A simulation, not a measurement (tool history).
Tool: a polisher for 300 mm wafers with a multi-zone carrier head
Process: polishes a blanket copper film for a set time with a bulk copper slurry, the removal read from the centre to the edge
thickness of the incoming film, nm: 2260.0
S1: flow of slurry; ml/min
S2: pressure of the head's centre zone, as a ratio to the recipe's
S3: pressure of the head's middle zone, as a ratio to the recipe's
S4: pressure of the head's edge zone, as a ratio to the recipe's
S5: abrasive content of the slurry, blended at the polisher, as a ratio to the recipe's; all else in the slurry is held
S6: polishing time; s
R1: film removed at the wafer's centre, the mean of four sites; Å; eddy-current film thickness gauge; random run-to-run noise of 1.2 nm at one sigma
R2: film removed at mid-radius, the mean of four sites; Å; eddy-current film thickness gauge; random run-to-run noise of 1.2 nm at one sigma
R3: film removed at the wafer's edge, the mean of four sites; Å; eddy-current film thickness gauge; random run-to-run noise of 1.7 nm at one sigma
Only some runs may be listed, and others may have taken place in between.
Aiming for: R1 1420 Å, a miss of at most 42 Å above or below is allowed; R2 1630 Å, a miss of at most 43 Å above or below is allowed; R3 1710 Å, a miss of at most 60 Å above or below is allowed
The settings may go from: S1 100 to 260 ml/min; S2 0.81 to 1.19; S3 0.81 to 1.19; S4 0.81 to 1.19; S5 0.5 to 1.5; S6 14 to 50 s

| run | hour | S1 | S2 | S3 | S4 | S5 | S6 | R1 | R2 | R3 |
|---|---|---|---|---|---|---|---|---|---|---|
| 1 | 0 | 165 | 1 | 1 | 1 | 1 | 32 | 3048.5 | 2995.6 | 3088.7 |
| 2 | 1.1 | 155 | 0.96 | 0.99 | 0.98 | 0.9 | 29 | 2539.4 | 2607.5 | 2594.5 |
| 3 | 6.4 | 155 | 0.92 | 0.99 | 0.98 | 0.9 | 29 | 2471.2 | 2604.6 | 2605.7 |
| 4 | 15.1 | 145 | 0.9 | 0.98 | 1 | 0.8 | 27 | 2119.4 | 2319.4 | 2391.9 |
| 5 | 18.3 | 145 | 0.9 | 0.98 | 0.93 | 0.8 | 27 | 2164.7 | 2335.8 | 2310.7 |
| 6 | 25.3 | 145 | 0.9 | 0.98 | 1.01 | 0.8 | 27 | 2162.8 | 2349.8 | 2379.1 |
| 7 | 26.7 | 135 | 0.88 | 0.96 | 1.01 | 0.75 | 26 | 1993.6 | 2141.6 | 2236.3 |
| 8 | 31.2 | 130 | 0.86 | 0.96 | 1.01 | 0.7 | 25 | 1811.4 | 2021.1 | 2125.1 |
| 9 | 35.7 | 125 | 0.85 | 0.95 | 0.99 | 0.65 | 24 | 1655.1 | 1864.3 | 1977.4 |
| 10 | 44 | 120 | 0.84 | 0.94 | 0.96 | 0.6 | 24 | 1587.4 | 1805.9 | 1899.2 |
| 11 | 50.5 | 115 | 0.83 | 0.93 | 0.94 | 0.6 | 24 | 1565.6 | 1772 | 1869.7 |
| 12 | 57 | 100 | 0.81 | 0.93 | 0.91 | 0.5 | 22 | 1313.9 | 1507.9 | 1589.7 |
| 13 | 60.9 | 110 | 0.81 | 0.93 | 0.92 | 0.5 | 22 | 1326.2 | 1537.6 | 1606.2 |
| 14 | 62 | 120 | 0.81 | 0.93 | 0.93 | 0.5 | 22 | 1353.3 | 1559.4 | 1642.2 |

4 candidate next runs follow, results not yet known. Just one meets every target within its allowed miss. Identify it.
| A | 63.1 | 100 | 0.85 | 0.97 | 0.99 | 0.5 | 23 | ? | ? | ? |
| B | 63.1 | 100 | 1 | 1.03 | 0.93 | 0.55 | 20 | ? | ? | ? |
| C | 63.1 | 100 | 0.81 | 1.04 | 0.89 | 0.6 | 20 | ? | ? | ? |
| D | 63.1 | 135 | 0.88 | 0.89 | 0.95 | 0.55 | 21 | ? | ? | ? |

| move | R1 | R2 | R3 |
|---|---|---|---|
| A | 1432.8 | 1630 | 1707.2 |
| B | 1508 | 1531.2 | 1479.9 |
| C | 1250.6 | 1583.5 | 1485.8 |
| D | 1459 | 1483.8 | 1619.4 |
A: all results land within tolerance of their targets
B: the biggest miss grows against the last run
C: the biggest miss grows against the last run
D: the biggest miss grows against the last run
The right move is A.
